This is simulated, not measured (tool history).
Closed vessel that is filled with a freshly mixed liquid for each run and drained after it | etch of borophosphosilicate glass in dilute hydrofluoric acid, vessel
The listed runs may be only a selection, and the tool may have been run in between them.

run	hour	temperature setpoint of the liquid (K)	parts of water to one part of 49 % hydrofluoric acid (parts by volume)	time in the liquid (s)	thickness taken off the borophosphosilicate glass on a monitor wafer (angstrom)
1	0	298.15	105	95	474.43
2	9	299.65	105	95	502.46
3	12.6	299.65	105	95	506.63
4	19.8	300.65	100	95	557.67
5	27.2	297.15	100	95	481.75
6	36.2	297.15	100	105	538.49
7	44.9	298.15	95	105	589.23
8	46.9	299.15	90	105	658.15
9	48.3	300.15	85	105	721.89
10	49.5	300.65	85	105	730.55
11	56.5	301.15	85	105	755.48
12	60.7	301.65	85	105	766.45

What will run 13 give?
13	65.2	305.65	65	105	?

Run 13 measured thickness taken off the borophosphosilicate glass on a monitor wafer (angstrom) 1201.9.
